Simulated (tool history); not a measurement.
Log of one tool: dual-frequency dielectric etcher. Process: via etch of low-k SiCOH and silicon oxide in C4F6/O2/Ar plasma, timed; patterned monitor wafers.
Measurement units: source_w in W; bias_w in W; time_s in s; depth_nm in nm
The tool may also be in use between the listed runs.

run 1 hour=0.0 | source_w=240 bias_w=230 time_s=52.0 | depth_nm=132.95
run 2 hour=9.0 | source_w=240 bias_w=230 time_s=52.0 | depth_nm=131.77
run 3 hour=9.8 | source_w=230 bias_w=220 time_s=51.5 | depth_nm=125.75
run 4 hour=14.0 | source_w=230 bias_w=249 time_s=51.5 | depth_nm=131.60
run 5 hour=15.8 | source_w=230 bias_w=249 time_s=48.0 | depth_nm=123.90
run 6 hour=19.9 | source_w=270 bias_w=249 time_s=48.0 | depth_nm=133.13
run 7 hour=27.1 | source_w=250 bias_w=241 time_s=48.0 | depth_nm=126.04
run 8 hour=34.5 | source_w=240 bias_w=235 time_s=48.0 | depth_nm=121.95
run 9 hour=42.6 | source_w=230 bias_w=232 time_s=48.0 | depth_nm=120.25
run 10 hour=45.8 | source_w=220 bias_w=229 time_s=48.0 | depth_nm=117.73

Predict the results of run 11:
run 11 hour=46.7 | source_w=170 bias_w=208 time_s=48.0 | depth_nm=?

{"run 11": {"depth_nm": 100.72}}
